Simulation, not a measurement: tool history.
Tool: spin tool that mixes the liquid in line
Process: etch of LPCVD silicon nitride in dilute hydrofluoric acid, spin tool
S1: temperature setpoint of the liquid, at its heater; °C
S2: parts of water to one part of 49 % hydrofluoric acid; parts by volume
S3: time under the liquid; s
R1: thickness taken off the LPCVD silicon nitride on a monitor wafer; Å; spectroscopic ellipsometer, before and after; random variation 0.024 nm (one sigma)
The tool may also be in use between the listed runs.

| run | day | S1 | S2 | S3 | R1 |
|---|---|---|---|---|---|
| 1 | 0 | 25 | 55 | 285 | 33.034 |
| 2 | 0.271 | 27.5 | 55 | 285 | 37.359 |
| 3 | 0.388 | 27.5 | 55 | 285 | 38.488 |
| 4 | 0.496 | 27.5 | 55 | 310 | 40.716 |
| 5 | 0.704 | 27.5 | 35 | 310 | 64.674 |
| 6 | 0.917 | 25.5 | 50 | 305 | 39.436 |
| 7 | 1.242 | 23.5 | 55 | 305 | 31.569 |

Run 8 comes next. What will it give?
| 8 | 1.375 | 22 | 60 | 305 | ? |

R1: 25.966 Å

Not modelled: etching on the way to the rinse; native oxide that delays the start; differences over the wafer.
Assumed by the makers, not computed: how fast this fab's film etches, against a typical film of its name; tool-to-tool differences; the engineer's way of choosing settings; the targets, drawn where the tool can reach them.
